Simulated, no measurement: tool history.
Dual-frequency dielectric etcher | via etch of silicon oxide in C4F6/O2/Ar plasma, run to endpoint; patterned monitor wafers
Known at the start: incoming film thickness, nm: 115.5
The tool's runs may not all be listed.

{"run": 1, "day": 0.0, "bias power (W)": 424, "source power (W)": 320, "Ar flow (sccm)": 343, "endpoint time (s)": 26.97}
{"run": 2, "day": 0.167, "bias power (W)": 406, "source power (W)": 310, "Ar flow (sccm)": 345, "endpoint time (s)": 27.835}
{"run": 3, "day": 0.288, "bias power (W)": 445, "source power (W)": 310, "Ar flow (sccm)": 345, "endpoint time (s)": 26.861}
{"run": 4, "day": 0.396, "bias power (W)": 425, "source power (W)": 300, "Ar flow (sccm)": 347, "endpoint time (s)": 27.936}
{"run": 5, "day": 0.533, "bias power (W)": 409, "source power (W)": 300, "Ar flow (sccm)": 348, "endpoint time (s)": 28.141}
{"run": 6, "day": 0.7, "bias power (W)": 394, "source power (W)": 300, "Ar flow (sccm)": 349, "endpoint time (s)": 28.744}
{"day": 0.875, "done": "wet clean of the chamber"}
{"run": 7, "day": 0.875, "bias power (W)": 382, "source power (W)": 300, "Ar flow (sccm)": 350, "endpoint time (s)": 29.835}
{"run": 8, "day": 1.246, "bias power (W)": 376, "source power (W)": 300, "Ar flow (sccm)": 350, "endpoint time (s)": 30.383}

Run 9 comes next. What will it give?
{"run": 9, "day": 1.433, "bias power (W)": 372, "source power (W)": 300, "Ar flow (sccm)": 350, "endpoint time (s)": "?"}

Run 9 gave endpoint time (s) 30.07.
